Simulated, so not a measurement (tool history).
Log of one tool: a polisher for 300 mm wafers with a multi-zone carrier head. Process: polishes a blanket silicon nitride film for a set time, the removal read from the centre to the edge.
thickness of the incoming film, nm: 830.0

run,hour,flow of slurry (ml/min),pressure of the head's centre zone,pressure of the head's middle zone,pressure of the head's edge zone,polishing time (s),film removed at the wafer's centre (nm),film removed at mid-radius (nm),film removed at the wafer's edge (nm)
1,0.0,165,1.00,1.00,1.00,46,127.87,124.65,128.27
2,6.3,165,1.00,1.00,0.92,46,127.85,126.68,125.57
3,15.0,165,1.00,1.06,0.92,46,126.44,130.59,126.12
4,23.8,165,1.00,1.06,0.92,55,155.25,156.01,150.73
5,30.2,165,1.00,1.10,0.92,55,151.45,155.90,151.47
6,36.3,165,1.00,1.10,0.98,55,154.46,160.90,152.15

Run 7 comes next. What will it give?
7,39.4,160,0.99,1.07,0.98,52,?,?,?

film removed at the wafer's centre (nm): 142.90
film removed at mid-radius (nm): 147.72
film removed at the wafer's edge (nm): 142.96
